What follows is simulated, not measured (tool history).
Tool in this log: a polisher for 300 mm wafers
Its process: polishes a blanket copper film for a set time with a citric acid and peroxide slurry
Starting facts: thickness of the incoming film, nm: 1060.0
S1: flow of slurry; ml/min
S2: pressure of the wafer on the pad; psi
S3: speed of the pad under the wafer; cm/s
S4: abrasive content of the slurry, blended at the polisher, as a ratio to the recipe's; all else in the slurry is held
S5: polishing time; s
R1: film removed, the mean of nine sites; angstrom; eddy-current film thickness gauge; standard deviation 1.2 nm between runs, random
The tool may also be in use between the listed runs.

run  hour   S1   S2  S3    S4  S5      R1
  1     0  175  3.5  82     1  42  998.43
  2   3.3  175  3.5  82     1  42  993.21
  3  11.3  175  3.6  82     1  42  1036.5
  4  16.6  175  3.6  82   0.9  42  996.81
  5  22.9  175  3.6  82  0.75  42   947.2
  6  31.6  175  3.7  82  0.75  42  1007.9
       36  -- slurry nozzle cleaned
  7    36  175  3.8  82  0.75  42  1067.1
  8  44.3  175  3.9  82  0.75  42  1109.8

What will run 9 give?
  9    52  190  4.2  82  0.75  42   ?

{"run 9": {"R1": 1190.7}}
